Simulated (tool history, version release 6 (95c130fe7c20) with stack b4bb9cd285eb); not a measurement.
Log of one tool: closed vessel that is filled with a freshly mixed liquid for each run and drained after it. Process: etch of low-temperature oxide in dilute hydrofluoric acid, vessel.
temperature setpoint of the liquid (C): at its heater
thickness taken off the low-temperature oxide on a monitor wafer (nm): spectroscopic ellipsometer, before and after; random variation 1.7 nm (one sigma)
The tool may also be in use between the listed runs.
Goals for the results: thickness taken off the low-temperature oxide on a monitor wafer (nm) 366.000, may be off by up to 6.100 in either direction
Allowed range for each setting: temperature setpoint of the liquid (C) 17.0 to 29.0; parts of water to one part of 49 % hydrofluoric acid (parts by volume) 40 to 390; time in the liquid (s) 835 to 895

| run | hour | temperature setpoint of the liquid (C) | parts of water to one part of 49 % hydrofluoric acid (parts by volume) | time in the liquid (s) | thickness taken off the low-temperature oxide on a monitor wafer (nm) |
|---|---|---|---|---|---|
| 1 | 0.0 | 21.0 | 215 | 835 | 78.494 |
| 2 | 1.9 | 23.0 | 165 | 850 | 119.220 |
| 3 | 6.3 | 23.0 | 220 | 850 | 83.462 |
| 4 | 12.6 | 23.0 | 165 | 850 | 118.420 |
| 5 | 14.5 | 23.0 | 115 | 850 | 179.150 |
| 6 | 22.7 | 23.0 | 160 | 850 | 122.760 |
| 7 | 24.3 | 24.5 | 125 | 860 | 173.500 |
| 8 | 33.2 | 25.5 | 100 | 860 | 235.040 |
| 9 | 36.6 | 29.0 | 70 | 860 | 400.850 |
| 10 | 44.5 | 28.5 | 70 | 860 | 390.910 |
| 11 | 48.7 | 28.0 | 70 | 860 | 389.400 |
| 12 | 56.2 | 27.5 | 70 | 860 | 378.320 |

Of the 4 settings listed for the next run, only one would bring every result within its allowed miss of target. Which one?
| A | 63.7 | 28.5 | 80 | 895 | ? |
| B | 63.7 | 24.5 | 60 | 835 | ? |
| C | 63.7 | 29.0 | 75 | 895 | ? |
| D | 63.7 | 28.0 | 75 | 885 | ? |

| move | thickness taken off the low-temperature oxide on a monitor wafer (nm) |
|---|---|
| A | 352.030 |
| B | 384.010 |
| C | 385.570 |
| D | 366.740 |
A: takes the result that was furthest off past its target
B: moves away from the targets compared with the last run
C: moves away from the targets compared with the last run
D: all results in spec
The move that meets every target is D.

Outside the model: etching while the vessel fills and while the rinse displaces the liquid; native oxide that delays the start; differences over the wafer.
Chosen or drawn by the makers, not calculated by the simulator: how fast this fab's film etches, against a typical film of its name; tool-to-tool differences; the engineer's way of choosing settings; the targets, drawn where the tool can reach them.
